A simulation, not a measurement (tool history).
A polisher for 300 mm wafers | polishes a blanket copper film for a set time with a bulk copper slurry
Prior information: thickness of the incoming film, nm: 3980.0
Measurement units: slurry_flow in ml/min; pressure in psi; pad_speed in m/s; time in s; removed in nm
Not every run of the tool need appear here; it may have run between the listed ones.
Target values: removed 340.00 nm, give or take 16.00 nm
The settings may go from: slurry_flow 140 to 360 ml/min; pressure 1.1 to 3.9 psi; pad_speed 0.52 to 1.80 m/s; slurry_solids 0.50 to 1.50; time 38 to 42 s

run 1 hour=0.0 | slurry_flow=230 pressure=2.5 pad_speed=1.16 slurry_solids=1.00 time=42 | removed=466.87
run 2 hour=8.5 | slurry_flow=230 pressure=2.5 pad_speed=1.16 slurry_solids=1.00 time=42 | removed=459.53
run 3 hour=16.2 | slurry_flow=230 pressure=2.5 pad_speed=1.28 slurry_solids=1.00 time=42 | removed=501.73
run 4 hour=24.3 | slurry_flow=230 pressure=3.1 pad_speed=1.28 slurry_solids=1.00 time=42 | removed=621.00
run 5 hour=31.6 | slurry_flow=230 pressure=2.6 pad_speed=1.26 slurry_solids=1.00 time=42 | removed=511.51
run 6 hour=32.9 | slurry_flow=230 pressure=2.3 pad_speed=1.24 slurry_solids=1.00 time=42 | removed=458.01
run 7 hour=34.5 | slurry_flow=230 pressure=2.1 pad_speed=1.22 slurry_solids=1.00 time=42 | removed=407.14
run 8 hour=38.5 | slurry_flow=230 pressure=2.1 pad_speed=1.22 slurry_solids=1.00 time=42 | removed=410.83
run 9 hour=42.4 | slurry_flow=230 pressure=2.0 pad_speed=1.22 slurry_solids=1.00 time=42 | removed=387.23

5 candidate next runs follow, results not yet known. Just one meets every target within its allowed miss. Identify it.
run A hour=46.3 | slurry_flow=170 pressure=2.4 pad_speed=1.08 slurry_solids=0.75 time=42 | removed=?
run B hour=46.3 | slurry_flow=165 pressure=2.7 pad_speed=0.76 slurry_solids=1.25 time=38 | removed=?
run C hour=46.3 | slurry_flow=280 pressure=2.2 pad_speed=1.32 slurry_solids=0.90 time=42 | removed=?
run D hour=46.3 | slurry_flow=245 pressure=2.7 pad_speed=1.02 slurry_solids=1.20 time=42 | removed=?
run E hour=46.3 | slurry_flow=215 pressure=2.2 pad_speed=1.28 slurry_solids=1.05 time=42 | removed=?

move=A removed=383.96
move=B removed=341.38
move=C removed=446.73
move=D removed=475.32
move=E removed=435.73
A: closer than the last run, but not yet in spec
B: all results land within tolerance of their targets
C: misses by more than the last run did
D: misses by more than the last run did
E: misses by more than the last run did
Go with B: it meets all targets.
